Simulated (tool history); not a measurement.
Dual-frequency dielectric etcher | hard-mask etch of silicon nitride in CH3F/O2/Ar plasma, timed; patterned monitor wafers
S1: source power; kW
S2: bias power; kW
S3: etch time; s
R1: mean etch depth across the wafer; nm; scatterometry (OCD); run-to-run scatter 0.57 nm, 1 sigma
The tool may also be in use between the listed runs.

run  hour    S1     S2     S3      R1
  1     0   0.5  0.057  243.5  178.82
  2     8  0.52  0.057  243.5  182.32
  3  14.5  0.54  0.057  243.5  185.55
  4  19.8  0.48  0.057  243.5  175.44
  5    21   0.5  0.057  243.5  179.96
  6    25   0.5  0.057  243.5  179.32
  7  28.1  0.52  0.057  243.5  181.51
  8  34.8  0.54  0.057  243.5  185.11
  9  38.2  0.56  0.057  243.5  188.88
 10    40  0.56  0.057  243.5  187.97
 11  41.1  0.57  0.057  243.5  189.87

Predict the results of run 12:
 12  46.2  0.58  0.057  243.5   ?

R1: 191.36 nm
